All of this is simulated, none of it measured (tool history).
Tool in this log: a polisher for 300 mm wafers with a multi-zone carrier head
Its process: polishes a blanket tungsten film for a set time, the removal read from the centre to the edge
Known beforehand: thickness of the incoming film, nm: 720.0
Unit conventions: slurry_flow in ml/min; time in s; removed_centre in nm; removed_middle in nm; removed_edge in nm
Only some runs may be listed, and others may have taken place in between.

run    day  slurry_flow  centre_zone  middle_zone  edge_zone  slurry_solids  time  removed_centre  removed_middle  removed_edge
  1      0          290            1            1          1              1    47          245.07          228.85        234.05
  2  0.146          325            1            1          1              1    47          241.52          242.41        236.01
  3  0.346          385            1            1          1              1    47          242.87           238.2        234.45
  4   0.65          335            1            1          1              1    47          246.11          240.57        232.41
  5  0.925          340         0.96         1.01          1            0.9    45          214.47          219.06         223.1
  6  1.288          295         0.96         1.01          1            0.9    45          215.89          226.57         220.6
  7  1.454          295         0.94         1.01       0.98            0.8    43          198.22          207.51        202.42
  8  1.662          295         0.91         1.02       0.97           0.75    42          186.26          201.04        190.21
  9  1.692          295         0.89         1.03       0.98            0.7    41          173.21          197.01         188.5
 10  1.867          295         0.87         1.04       0.97           0.65    41           168.5          191.81         182.3
 11  2.067          295         0.86         1.05       0.97            0.6    41          166.08          188.99         180.5
 12  2.133          290         0.85         1.07       0.97            0.6    41          158.42          194.81        180.17

Run 13 comes next. What will it give?
 13  2.45          290         0.84         1.07       0.96            0.6    41               ?               ?             ?

Logged for run 13: removed_centre 156.07 nm, removed_middle 194.63 nm, removed_edge 180.09 nm.

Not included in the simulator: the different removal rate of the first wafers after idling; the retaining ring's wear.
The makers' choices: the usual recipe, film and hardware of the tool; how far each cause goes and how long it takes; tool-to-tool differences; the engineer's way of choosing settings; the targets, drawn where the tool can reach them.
